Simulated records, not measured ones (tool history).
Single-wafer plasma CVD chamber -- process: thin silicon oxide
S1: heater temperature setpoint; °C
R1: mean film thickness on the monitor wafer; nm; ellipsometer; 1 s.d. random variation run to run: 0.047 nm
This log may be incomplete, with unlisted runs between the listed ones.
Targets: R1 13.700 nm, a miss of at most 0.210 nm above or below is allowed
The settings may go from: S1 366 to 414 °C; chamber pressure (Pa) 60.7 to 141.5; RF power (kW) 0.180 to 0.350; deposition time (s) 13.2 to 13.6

{"run": 1, "day": 0.0, "S1": 390, "chamber pressure (Pa)": 101.1, "RF power (kW)": 0.265, "deposition time (s)": 13.2, "R1": 22.314}
{"run": 2, "day": 0.262, "S1": 390, "chamber pressure (Pa)": 101.1, "RF power (kW)": 0.265, "deposition time (s)": 13.2, "R1": 22.179}
{"run": 3, "day": 0.429, "S1": 391, "chamber pressure (Pa)": 87.7, "RF power (kW)": 0.25, "deposition time (s)": 13.2, "R1": 18.794}
{"run": 4, "day": 0.546, "S1": 384, "chamber pressure (Pa)": 87.7, "RF power (kW)": 0.25, "deposition time (s)": 13.2, "R1": 18.856}
{"run": 5, "day": 0.738, "S1": 384, "chamber pressure (Pa)": 87.7, "RF power (kW)": 0.25, "deposition time (s)": 13.6, "R1": 19.515}
{"run": 6, "day": 0.842, "S1": 384, "chamber pressure (Pa)": 78.9, "RF power (kW)": 0.24, "deposition time (s)": 13.6, "R1": 17.095}
{"run": 7, "day": 0.875, "S1": 384, "chamber pressure (Pa)": 72.9, "RF power (kW)": 0.24, "deposition time (s)": 13.6, "R1": 15.684}
{"run": 8, "day": 1.017, "S1": 384, "chamber pressure (Pa)": 69.6, "RF power (kW)": 0.24, "deposition time (s)": 13.6, "R1": 14.806}
{"run": 9, "day": 1.371, "S1": 385, "chamber pressure (Pa)": 67.9, "RF power (kW)": 0.24, "deposition time (s)": 13.6, "R1": 14.438}
{"run": 10, "day": 1.642, "S1": 388, "chamber pressure (Pa)": 67.1, "RF power (kW)": 0.24, "deposition time (s)": 13.6, "R1": 14.293}
{"run": 11, "day": 1.675, "S1": 390, "chamber pressure (Pa)": 66.3, "RF power (kW)": 0.24, "deposition time (s)": 13.6, "R1": 13.915}
{"run": 12, "day": 1.825, "S1": 391, "chamber pressure (Pa)": 66.1, "RF power (kW)": 0.24, "deposition time (s)": 13.6, "R1": 14.006}

Pick the move, out of 5, that brings all results within their allowed miss; only one does.
{"run": "A", "day": 1.975, "S1": 393, "chamber pressure (Pa)": 66.5, "RF power (kW)": 0.23, "deposition time (s)": 13.6, "R1": "?"}
{"run": "B", "day": 1.975, "S1": 388, "chamber pressure (Pa)": 70.5, "RF power (kW)": 0.215, "deposition time (s)": 13.6, "R1": "?"}
{"run": "C", "day": 1.975, "S1": 400, "chamber pressure (Pa)": 67.5, "RF power (kW)": 0.24, "deposition time (s)": 13.6, "R1": "?"}
{"run": "D", "day": 1.975, "S1": 389, "chamber pressure (Pa)": 66.0, "RF power (kW)": 0.245, "deposition time (s)": 13.6, "R1": "?"}
{"run": "E", "day": 1.975, "S1": 390, "chamber pressure (Pa)": 67.3, "RF power (kW)": 0.24, "deposition time (s)": 13.6, "R1": "?"}

move=A R1=13.754
move=B R1=14.306
move=C R1=14.150
move=D R1=14.050
move=E R1=14.226
A: in spec on every target
B: moves away from the targets compared with the last run
C: moves away from the targets compared with the last run
D: moves away from the targets compared with the last run
E: moves away from the targets compared with the last run
Correct choice: A, which meets every target
